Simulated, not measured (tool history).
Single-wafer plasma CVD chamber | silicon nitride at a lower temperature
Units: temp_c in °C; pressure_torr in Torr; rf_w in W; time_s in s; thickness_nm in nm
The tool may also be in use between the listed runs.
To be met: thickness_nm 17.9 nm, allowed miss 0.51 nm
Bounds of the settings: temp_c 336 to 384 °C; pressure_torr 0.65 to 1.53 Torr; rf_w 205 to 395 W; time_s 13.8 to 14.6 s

run	day	temp_c	pressure_torr	rf_w	time_s	thickness_nm
1	0	360	1.09	300	14.6	13.722
2	0.362	360	1.09	330	14.6	14.849
3	0.617	360	1.12	335	14.6	15.264
4	0.7	353	1.12	335	14.6	15.285
5	0.792	353	1.12	300	14.6	14.016
6	1.062	353	1.16	305	14.6	14.26
7	1.129	353	1.19	310	14.6	14.651
8	1.275	353	1.22	315	14.6	15.043
9	1.533	353	1.25	320	14.6	15.283
10	1.608	353	1.27	325	14.6	15.639
11	1.679	353	1.29	330	14.6	15.862
12	1.783	353	1.31	335	14.6	16.149
13	2.125	353	1.33	340	14.6	16.377
14	2.458	353	1.34	340	14.6	16.439
15	2.738	353	1.35	340	14.6	16.509
16	3.017	353	1.36	340	14.6	16.522
17	3.112	353	1.37	340	14.6	16.673
18	3.454	353	1.38	340	14.6	16.613
19	3.642	353	1.39	340	14.6	16.591
20	3.854	353	1.4	340	14.6	16.745
21	3.992	353	1.41	340	14.6	16.723

Which of these 4 next moves meets every target?
A	4.129	358	1.53	390	14.6	?
B	4.129	350	1.48	360	14.6	?
C	4.129	365	1.53	395	14.6	?
D	4.129	354	1.53	395	14.6	?

move	thickness_nm
A	18.909
B	17.673
C	19.028
D	19.121
A: takes the result that was furthest off past its target
B: meets every target
C: takes the result that was furthest off past its target
D: takes the result that was furthest off past its target
Move B is the one to make.

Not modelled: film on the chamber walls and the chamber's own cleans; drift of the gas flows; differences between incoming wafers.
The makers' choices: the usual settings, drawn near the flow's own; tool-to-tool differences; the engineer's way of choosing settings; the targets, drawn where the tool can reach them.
